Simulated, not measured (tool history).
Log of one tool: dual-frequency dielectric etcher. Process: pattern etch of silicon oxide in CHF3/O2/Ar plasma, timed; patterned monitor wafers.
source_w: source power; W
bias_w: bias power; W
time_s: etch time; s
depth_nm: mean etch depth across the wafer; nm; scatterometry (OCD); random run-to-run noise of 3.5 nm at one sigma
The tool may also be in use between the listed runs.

run  hour  source_w  bias_w  time_s  depth_nm
  1   0.0       680     189   607.0    1148.4
  2   3.2       680     203   607.0    1187.1
  3   4.1       630     203   607.0    1152.1
  4  10.4       630     170   607.0    1064.8
  5  17.9       630     157   607.0    1024.6
  6  21.6       670     165   609.0    1082.8

The next listed run, before its measurement:
  7  24.3       710     171   610.5         ?

Run 7 came out at depth_nm 1123.5 nm.
